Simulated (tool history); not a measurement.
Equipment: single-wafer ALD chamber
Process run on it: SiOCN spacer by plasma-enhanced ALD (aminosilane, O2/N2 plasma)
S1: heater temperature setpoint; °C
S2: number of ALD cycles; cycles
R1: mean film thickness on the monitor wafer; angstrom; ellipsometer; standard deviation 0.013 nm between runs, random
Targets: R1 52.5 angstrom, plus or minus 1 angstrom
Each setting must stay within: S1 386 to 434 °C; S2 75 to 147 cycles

run 1 hour=0 | S1=410 S2=111 | R1=65.37
run 2 hour=1.7 | S1=414 S2=104 | R1=60.803
run 3 hour=9.7 | S1=414 S2=110 | R1=63.771
run 4 hour=14.9 | S1=420 S2=110 | R1=62.904
run 5 hour=17.3 | S1=413 S2=110 | R1=64.28
run 6 hour=23 | S1=417 S2=104 | R1=59.68
run 7 hour=28.8 | S1=420 S2=101 | R1=57.473
run 8 hour=29.6 | S1=423 S2=99 | R1=55.84
run 9 hour=31.6 | S1=425 S2=98 | R1=55.088
run 10 hour=32.9 | S1=427 S2=97 | R1=53.852
run 11 hour=35.1 | S1=428 S2=97 | R1=53.786
run 12 hour=44 | S1=429 S2=97 | R1=53.724

Below are 5 possible settings for the next run. Only one of them brings all results inside the allowed miss of their targets. Which is it?
run A hour=52.9 | S1=432 S2=96 | R1=?
run B hour=52.9 | S1=423 S2=96 | R1=?
run C hour=52.9 | S1=433 S2=102 | R1=?
run D hour=52.9 | S1=415 S2=95 | R1=?
run E hour=52.9 | S1=416 S2=97 | R1=?

move=A R1=52.348
move=B R1=54.033
move=C R1=55.42
move=D R1=54.954
move=E R1=55.921
A: every result lands within tolerance
B: its largest miss is bigger than the last run's
C: its largest miss is bigger than the last run's
D: its largest miss is bigger than the last run's
E: its largest miss is bigger than the last run's
A meets every target.
